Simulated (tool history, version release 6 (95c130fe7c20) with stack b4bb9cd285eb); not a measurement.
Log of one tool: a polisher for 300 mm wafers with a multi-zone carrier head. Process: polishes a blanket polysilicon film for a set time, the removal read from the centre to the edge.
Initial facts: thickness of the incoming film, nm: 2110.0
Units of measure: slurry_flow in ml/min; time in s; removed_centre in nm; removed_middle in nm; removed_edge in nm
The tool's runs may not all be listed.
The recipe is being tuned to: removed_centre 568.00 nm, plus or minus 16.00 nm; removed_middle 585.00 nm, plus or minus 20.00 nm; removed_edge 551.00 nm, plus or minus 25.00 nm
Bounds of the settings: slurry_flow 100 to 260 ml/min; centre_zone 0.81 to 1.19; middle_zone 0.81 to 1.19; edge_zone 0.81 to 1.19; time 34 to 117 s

Run 1, hour 0.0: slurry_flow 165 ml/min, centre_zone 1.00, middle_zone 1.00, edge_zone 1.00, time 75 s. Result: removed_centre 489.30 nm, removed_middle 482.57 nm, removed_edge 482.06 nm.
Run 2, hour 3.4: slurry_flow 140 ml/min, centre_zone 1.00, middle_zone 1.00, edge_zone 1.00, time 75 s. Result: removed_centre 470.37 nm, removed_middle 473.27 nm, removed_edge 473.41 nm.
Run 3, hour 6.6: slurry_flow 160 ml/min, centre_zone 1.01, middle_zone 1.03, edge_zone 1.03, time 76 s. Result: removed_centre 500.51 nm, removed_middle 511.59 nm, removed_edge 487.21 nm.
Run 4, hour 11.7: slurry_flow 160 ml/min, centre_zone 1.01, middle_zone 1.03, edge_zone 1.11, time 76 s. Result: removed_centre 497.27 nm, removed_middle 501.61 nm, removed_edge 506.00 nm.
Run 5, hour 12.4: slurry_flow 160 ml/min, centre_zone 1.01, middle_zone 1.03, edge_zone 1.11, time 91 s. Result: removed_centre 593.66 nm, removed_middle 607.48 nm, removed_edge 592.78 nm.
Run 6, hour 19.8: slurry_flow 160 ml/min, centre_zone 1.01, middle_zone 1.03, edge_zone 1.04, time 91 s. Result: removed_centre 598.85 nm, removed_middle 600.48 nm, removed_edge 577.73 nm.
Run 7, hour 25.0: slurry_flow 155 ml/min, centre_zone 1.01, middle_zone 1.03, edge_zone 1.03, time 91 s. Result: removed_centre 596.42 nm, removed_middle 603.69 nm, removed_edge 573.55 nm.
Run 8, hour 31.7: slurry_flow 150 ml/min, centre_zone 1.01, middle_zone 1.03, edge_zone 1.02, time 91 s. Result: removed_centre 586.39 nm, removed_middle 609.19 nm, removed_edge 566.33 nm.

Which one of the following 4 next-run settings gets every result inside its allowed miss? There is exactly one.
Run A, hour 38.4: slurry_flow 110 ml/min, centre_zone 1.03, middle_zone 1.07, edge_zone 1.00, time 94 s. Result: removed_centre ?, removed_middle ?, removed_edge ?.
Run B, hour 38.4: slurry_flow 145 ml/min, centre_zone 1.00, middle_zone 1.12, edge_zone 0.98, time 90 s. Result: removed_centre ?, removed_middle ?, removed_edge ?.
Run C, hour 38.4: slurry_flow 140 ml/min, centre_zone 1.05, middle_zone 1.13, edge_zone 0.95, time 91 s. Result: removed_centre ?, removed_middle ?, removed_edge ?.
Run D, hour 38.4: slurry_flow 145 ml/min, centre_zone 1.00, middle_zone 1.03, edge_zone 0.99, time 97 s. Result: removed_centre ?, removed_middle ?, removed_edge ?.

move  removed_centre  removed_middle  removed_edge
   A          563.66          589.29        564.74
   B          570.87          625.31        562.69
   C          595.33          631.37        558.71
   D          614.95          634.66        609.59
A: each result inside its tolerance
B: moves away from the targets compared with the last run
C: moves away from the targets compared with the last run
D: moves away from the targets compared with the last run
Answer: A
